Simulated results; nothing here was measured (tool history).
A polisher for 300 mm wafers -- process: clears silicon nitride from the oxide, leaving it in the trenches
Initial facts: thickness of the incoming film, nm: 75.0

run,hour,flow of slurry (ml/min),pressure of the wafer on the pad (kPa),speed of the pad under the wafer (m/s),overpolish time after the end point (s),time until the end point was called (s)
1,0,220,19.3,0.96,4,76.691
2,4.2,220,20.7,0.96,4,74.328
3,5.5,220,20.7,1.14,4,62.565
4,12.1,220,21.4,1.14,4,60.784
5,17.6,220,22.1,1.14,4,59.937
6,22.2,220,18.6,1.14,4,67.905
7,23.2,220,19.3,1.14,4,66.332
8,29.1,220,20,1.14,4,63.783

Run 9 is up next; what results do you expect?
9,34.6,220,20.7,1.14,4,?

Logged for run 9: time until the end point was called (s) 61.666.

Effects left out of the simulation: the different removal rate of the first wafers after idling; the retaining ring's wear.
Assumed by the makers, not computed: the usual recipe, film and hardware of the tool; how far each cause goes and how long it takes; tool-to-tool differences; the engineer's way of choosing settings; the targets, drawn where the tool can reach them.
